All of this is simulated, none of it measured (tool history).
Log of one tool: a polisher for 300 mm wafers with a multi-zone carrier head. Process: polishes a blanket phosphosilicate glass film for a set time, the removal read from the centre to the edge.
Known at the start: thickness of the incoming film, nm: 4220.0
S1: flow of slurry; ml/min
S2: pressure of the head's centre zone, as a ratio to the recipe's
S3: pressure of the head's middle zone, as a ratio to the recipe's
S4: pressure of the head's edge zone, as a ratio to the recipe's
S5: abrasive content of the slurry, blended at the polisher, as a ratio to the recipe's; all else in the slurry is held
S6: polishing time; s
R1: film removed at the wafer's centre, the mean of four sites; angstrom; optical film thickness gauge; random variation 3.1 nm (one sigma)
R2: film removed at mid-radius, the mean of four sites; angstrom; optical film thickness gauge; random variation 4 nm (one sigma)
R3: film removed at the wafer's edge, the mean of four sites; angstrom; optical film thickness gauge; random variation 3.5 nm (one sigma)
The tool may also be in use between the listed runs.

{"run": 1, "hour": 0.0, "S1": 215, "S2": 1, "S3": 1, "S4": 1, "S5": 1, "S6": 32, "R1": 1662.5, "R2": 1793, "R3": 1799}
{"run": 2, "hour": 6.6, "S1": 225, "S2": 1.02, "S3": 1.03, "S4": 1.01, "S5": 1.1, "S6": 33, "R1": 1797.5, "R2": 1976.4, "R3": 1859.6}
{"run": 3, "hour": 12.5, "S1": 225, "S2": 1.02, "S3": 1.03, "S4": 1.01, "S5": 1.2, "S6": 35, "R1": 1998.1, "R2": 2180.4, "R3": 2022.3}
{"run": 4, "hour": 15.3, "S1": 225, "S2": 1.02, "S3": 1.03, "S4": 1.02, "S5": 1.25, "S6": 37, "R1": 2140.1, "R2": 2327.2, "R3": 2175.8}
{"run": 5, "hour": 17.1, "S1": 225, "S2": 1.05, "S3": 1.03, "S4": 1.02, "S5": 1.25, "S6": 37, "R1": 2221, "R2": 2327.4, "R3": 2202.7}
{"run": 6, "hour": 17.8, "S1": 225, "S2": 1.05, "S3": 1.05, "S4": 1.03, "S5": 1.3, "S6": 38, "R1": 2278.4, "R2": 2488.5, "R3": 2325.7}
{"run": 7, "hour": 20.4, "S1": 225, "S2": 1.05, "S3": 1.05, "S4": 1.03, "S5": 1.3, "S6": 38, "R1": 2374.1, "R2": 2458.4, "R3": 2318.2}
{"run": 8, "hour": 25.6, "S1": 230, "S2": 1.04, "S3": 1.07, "S4": 1.04, "S5": 1.35, "S6": 39, "R1": 2361.9, "R2": 2612.5, "R3": 2435.4}
{"run": 9, "hour": 26.8, "S1": 235, "S2": 1.05, "S3": 1.09, "S4": 1.04, "S5": 1.4, "S6": 39, "R1": 2441.5, "R2": 2695.2, "R3": 2391.5}
{"run": 10, "hour": 30.0, "S1": 235, "S2": 1.05, "S3": 1.1, "S4": 1.05, "S5": 1.4, "S6": 40, "R1": 2495.3, "R2": 2789.9, "R3": 2553.6}

Forecast run 11:
{"run": 11, "hour": 32.2, "S1": 235, "S2": 1.06, "S3": 1.11, "S4": 1.05, "S5": 1.4, "S6": 40, "R1": "?", "R2": "?", "R3": "?"}

Run 11 gave R1 2529.4 angstrom, R2 2733.9 angstrom, R3 2561.9 angstrom.
